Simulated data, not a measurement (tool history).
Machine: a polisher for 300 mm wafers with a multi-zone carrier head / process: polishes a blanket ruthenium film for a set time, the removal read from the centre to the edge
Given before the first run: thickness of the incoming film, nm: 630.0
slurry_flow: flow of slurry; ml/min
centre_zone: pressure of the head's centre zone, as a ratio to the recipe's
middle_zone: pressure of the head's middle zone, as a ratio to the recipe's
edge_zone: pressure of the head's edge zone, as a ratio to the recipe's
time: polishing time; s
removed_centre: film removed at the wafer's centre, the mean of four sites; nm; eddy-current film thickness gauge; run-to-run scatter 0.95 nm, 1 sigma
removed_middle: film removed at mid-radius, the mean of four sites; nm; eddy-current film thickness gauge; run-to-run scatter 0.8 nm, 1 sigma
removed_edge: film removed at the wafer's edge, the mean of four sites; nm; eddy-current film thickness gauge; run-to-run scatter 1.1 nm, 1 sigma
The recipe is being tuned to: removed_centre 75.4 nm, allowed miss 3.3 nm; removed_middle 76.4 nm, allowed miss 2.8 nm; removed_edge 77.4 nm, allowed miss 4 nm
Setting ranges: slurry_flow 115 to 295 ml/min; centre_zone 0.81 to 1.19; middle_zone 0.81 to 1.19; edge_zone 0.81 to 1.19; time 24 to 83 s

run,hour,slurry_flow,centre_zone,middle_zone,edge_zone,time,removed_centre,removed_middle,removed_edge
1,0,190,1,1,1,53,48.783,48.75,49.592
2,1.5,195,1.01,1.02,1.04,59,57.159,55.924,59.166
3,9.3,195,0.93,1.02,1.04,59,52.368,55.647,58.107
4,15.4,210,0.97,1.07,1.07,62,57.466,61.749,62.055
5,24.4,210,1,1.08,1.08,65,62.662,66.427,66.72
6,26.4,210,1,1.08,1.08,59,57.504,60.033,57.4
7,30.9,210,1.02,1.08,1.08,63,62.047,64.088,62.061
8,35.3,210,1.02,1.08,1.09,66,64.679,65.804,65.948
9,43.6,215,1.02,1.08,1.09,69,67.917,70.267,69.202
10,51,210,1.03,1.08,1.1,71,69.68,70.805,72.178
11,57,220,1.03,1.08,1.11,72,71.916,72.9,71.796

Pick the move, out of 5, that brings all results within their allowed miss; only one does.
A,63,140,0.92,0.98,1.19,81,?,?,?
B,63,245,0.99,1.03,1,78,?,?,?
C,63,195,1.1,1.03,1.19,74,?,?,?
D,63,250,1.09,1.07,1.08,66,?,?,?
E,63,290,0.99,1.13,1.12,67,?,?,?

move,removed_centre,removed_middle,removed_edge
A,65.443,69.928,81.384
B,75.598,77.275,76.956
C,76.953,70.945,77.816
D,70.692,67.663,67.719
E,66.367,73.207,70.85
A: the furthest-off result lands on target, but another misses its tolerance
B: every result lands within tolerance
C: the furthest-off result lands on target, but another misses its tolerance
D: further off than the last run
E: further off than the last run
Move B is the one to make.
